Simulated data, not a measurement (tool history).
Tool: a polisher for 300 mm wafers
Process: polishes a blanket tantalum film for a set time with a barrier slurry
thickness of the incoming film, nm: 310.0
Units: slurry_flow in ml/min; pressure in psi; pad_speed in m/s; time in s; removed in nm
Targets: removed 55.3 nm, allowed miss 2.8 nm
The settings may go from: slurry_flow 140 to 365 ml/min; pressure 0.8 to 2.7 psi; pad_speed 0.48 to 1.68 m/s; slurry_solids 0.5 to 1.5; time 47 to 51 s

| run | hour | slurry_flow | pressure | pad_speed | slurry_solids | time | removed |
|---|---|---|---|---|---|---|---|
| 1 | 0 | 235 | 1.7 | 1.08 | 1 | 51 | 83.87 |
| 2 | 6.4 | 235 | 1.7 | 1.08 | 1 | 47 | 78.216 |
| 3 | 15.3 | 235 | 1.7 | 1.08 | 1 | 47 | 77.969 |
| 4 | 18.8 | 235 | 1.6 | 1.08 | 1 | 47 | 74.556 |
| 5 | 21.4 | 235 | 1.5 | 1.08 | 1 | 47 | 70.254 |
| 6 | 30.4 | 235 | 1.4 | 1.08 | 1 | 47 | 66.666 |
| 7 | 38 | 235 | 1.3 | 1.08 | 1 | 47 | 64.43 |
| 8 | 40.1 | 235 | 1.2 | 1.08 | 1 | 47 | 60.796 |

Which of these 5 next moves meets every target?
| A | 42.2 | 245 | 1.1 | 1.14 | 1.05 | 51 | ? |
| B | 42.2 | 180 | 1.3 | 1.26 | 0.85 | 47 | ? |
| C | 42.2 | 245 | 1.3 | 1.02 | 1 | 49 | ? |
| D | 42.2 | 210 | 1.2 | 0.96 | 1.05 | 49 | ? |
| E | 42.2 | 195 | 1.2 | 1.08 | 1.15 | 49 | ? |

| move | removed |
|---|---|
| A | 65.828 |
| B | 67.816 |
| C | 64.04 |
| D | 56.328 |
| E | 64.255 |
A: further off than the last run
B: further off than the last run
C: further off than the last run
D: meets every target
E: further off than the last run
Move D is the one to make.
